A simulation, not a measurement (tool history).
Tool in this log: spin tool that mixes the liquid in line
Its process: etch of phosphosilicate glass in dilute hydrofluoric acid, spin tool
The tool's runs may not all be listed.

run,hour,temperature setpoint of the liquid (C),parts of water to one part of 49 % hydrofluoric acid (parts by volume),time under the liquid (s),thickness taken off the phosphosilicate glass on a monitor wafer (Å)
1,0.0,21.0,115,15,140.57
2,4.3,22.5,115,15,149.52
3,7.1,22.5,115,15,148.24
4,11.3,24.0,115,15,157.48
5,14.7,24.0,80,15,236.80
6,22.7,24.0,80,15,236.39
7,23.4,22.0,80,15,219.90
8,25.0,20.5,80,15,205.09
9,31.3,19.5,80,15,197.76
10,40.2,19.0,80,15,192.92
11,47.4,18.5,80,15,190.01

What will run 12 give?
12,52.2,18.0,80,15,?

{"run 12": {"thickness taken off the phosphosilicate glass on a monitor wafer (Å)": 185.2}}
